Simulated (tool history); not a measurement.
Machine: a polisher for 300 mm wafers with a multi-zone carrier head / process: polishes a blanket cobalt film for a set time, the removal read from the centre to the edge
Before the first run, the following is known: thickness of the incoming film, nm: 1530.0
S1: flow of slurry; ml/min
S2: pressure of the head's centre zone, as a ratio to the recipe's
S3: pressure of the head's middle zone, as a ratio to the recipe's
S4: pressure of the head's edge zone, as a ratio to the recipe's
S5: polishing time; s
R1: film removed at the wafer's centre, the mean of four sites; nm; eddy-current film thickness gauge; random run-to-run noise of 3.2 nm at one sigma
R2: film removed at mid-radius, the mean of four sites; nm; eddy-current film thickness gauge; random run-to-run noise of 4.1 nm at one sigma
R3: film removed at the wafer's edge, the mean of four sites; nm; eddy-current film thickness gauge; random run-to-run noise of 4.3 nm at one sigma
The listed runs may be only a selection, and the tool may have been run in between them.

run  hour   S1    S2    S3    S4  S5      R1      R2      R3
  1   0.0  140  1.00  1.00  1.00  60  325.18  335.59  330.55
  2   1.6  130  0.97  0.98  1.03  61  324.33  319.59  329.38
  3   3.7   95  0.97  0.98  1.03  61  288.98  293.09  314.56
  4   7.4   95  0.93  0.99  1.07  63  286.66  306.60  322.54
  5  14.8   95  0.90  0.98  1.10  65  282.07  310.46  339.84
  6  20.1   95  0.90  0.98  1.13  65  282.79  321.09  343.47

What does the tool deliver on the next run?
  7  26.9  95  0.89  0.96  1.14  66   ?   ?   ?

For run 7 the tool returned R1 278.44 nm, R2 312.71 nm, R3 350.29 nm.
